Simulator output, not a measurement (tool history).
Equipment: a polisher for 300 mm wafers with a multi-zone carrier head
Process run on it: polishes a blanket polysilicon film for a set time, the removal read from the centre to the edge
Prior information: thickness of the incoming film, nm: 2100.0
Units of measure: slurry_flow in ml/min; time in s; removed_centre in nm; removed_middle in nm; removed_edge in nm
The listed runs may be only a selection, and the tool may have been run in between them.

{"run": 1, "day": 0.0, "slurry_flow": 130, "centre_zone": 1, "middle_zone": 1, "edge_zone": 1, "time": 85, "removed_centre": 545.86, "removed_middle": 552.01, "removed_edge": 529.12}
{"run": 2, "day": 0.05, "slurry_flow": 135, "centre_zone": 1.01, "middle_zone": 1, "edge_zone": 1.02, "time": 85, "removed_centre": 567.34, "removed_middle": 548.72, "removed_edge": 528.9}
{"run": 3, "day": 0.383, "slurry_flow": 160, "centre_zone": 1.01, "middle_zone": 1, "edge_zone": 1.02, "time": 85, "removed_centre": 579.89, "removed_middle": 564.28, "removed_edge": 546.14}
{"run": 4, "day": 0.492, "slurry_flow": 160, "centre_zone": 1.01, "middle_zone": 1, "edge_zone": 1.03, "time": 86, "removed_centre": 584.01, "removed_middle": 579.06, "removed_edge": 560.46}
{"run": 5, "day": 0.546, "slurry_flow": 160, "centre_zone": 1.01, "middle_zone": 1, "edge_zone": 1.03, "time": 107, "removed_centre": 729.92, "removed_middle": 719.02, "removed_edge": 691.74}
{"run": 6, "day": 0.65, "slurry_flow": 160, "centre_zone": 1.01, "middle_zone": 1, "edge_zone": 1.03, "time": 115, "removed_centre": 799.59, "removed_middle": 764.43, "removed_edge": 744.01}
{"run": 7, "day": 1.008, "slurry_flow": 155, "centre_zone": 1.01, "middle_zone": 0.99, "edge_zone": 1.02, "time": 115, "removed_centre": 787.64, "removed_middle": 755.05, "removed_edge": 737.55}
{"run": 8, "day": 1.075, "slurry_flow": 150, "centre_zone": 1.01, "middle_zone": 0.98, "edge_zone": 1.01, "time": 115, "removed_centre": 772.81, "removed_middle": 744.99, "removed_edge": 742.46}
{"run": 9, "day": 1.379, "slurry_flow": 145, "centre_zone": 1.02, "middle_zone": 0.98, "edge_zone": 1, "time": 114, "removed_centre": 777.58, "removed_middle": 733.46, "removed_edge": 732.08}

Run 10 comes next. What will it give?
{"run": 10, "day": 1.462, "slurry_flow": 140, "centre_zone": 1.02, "middle_zone": 0.98, "edge_zone": 1, "time": 113, "removed_centre": "?", "removed_middle": "?", "removed_edge": "?"}

removed_centre: 757.49 nm
removed_middle: 731.26 nm
removed_edge: 723.05 nm
